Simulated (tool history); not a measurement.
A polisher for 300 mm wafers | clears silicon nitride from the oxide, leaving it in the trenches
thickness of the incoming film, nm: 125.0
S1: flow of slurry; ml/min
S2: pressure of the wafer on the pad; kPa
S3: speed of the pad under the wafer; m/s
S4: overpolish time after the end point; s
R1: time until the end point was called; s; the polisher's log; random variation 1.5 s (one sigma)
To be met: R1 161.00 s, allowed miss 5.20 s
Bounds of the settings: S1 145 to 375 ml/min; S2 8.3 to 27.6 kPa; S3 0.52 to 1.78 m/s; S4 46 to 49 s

run 1 day=0.000 | S1=240 S2=17.9 S3=1.14 S4=46 | R1=109.29
run 2 day=0.058 | S1=240 S2=17.2 S3=1.14 S4=46 | R1=112.82
run 3 day=0.088 | S1=240 S2=16.5 S3=1.14 S4=46 | R1=114.48
run 4 day=0.192 | S1=240 S2=14.5 S3=1.14 S4=46 | R1=125.00
run 5 day=0.371 | S1=240 S2=13.8 S3=1.14 S4=46 | R1=132.68
run 6 day=0.433 | S1=240 S2=13.1 S3=1.14 S4=46 | R1=132.88
run 7 day=0.662 | S1=240 S2=12.4 S3=1.14 S4=46 | R1=138.13
run 8 day=0.717 | S1=240 S2=11.7 S3=1.14 S4=46 | R1=142.74
run 9 day=1.038 | S1=235 S2=10.3 S3=1.14 S4=46 | R1=151.94

4 next moves are on the table. One of them brings every result within its allowed miss. Which?
run A day=1.358 | S1=260 S2=10.3 S3=0.90 S4=47 | R1=?
run B day=1.358 | S1=190 S2=10.3 S3=1.12 S4=46 | R1=?
run C day=1.358 | S1=225 S2=9.0 S3=1.40 S4=46 | R1=?
run D day=1.358 | S1=220 S2=9.7 S3=1.04 S4=49 | R1=?

move=A R1=176.13
move=B R1=158.12
move=C R1=142.80
move=D R1=169.49
A: takes the result that was furthest off past its target
B: meets every target
C: further off than the last run
D: takes the result that was furthest off past its target
Move B is the one to make.

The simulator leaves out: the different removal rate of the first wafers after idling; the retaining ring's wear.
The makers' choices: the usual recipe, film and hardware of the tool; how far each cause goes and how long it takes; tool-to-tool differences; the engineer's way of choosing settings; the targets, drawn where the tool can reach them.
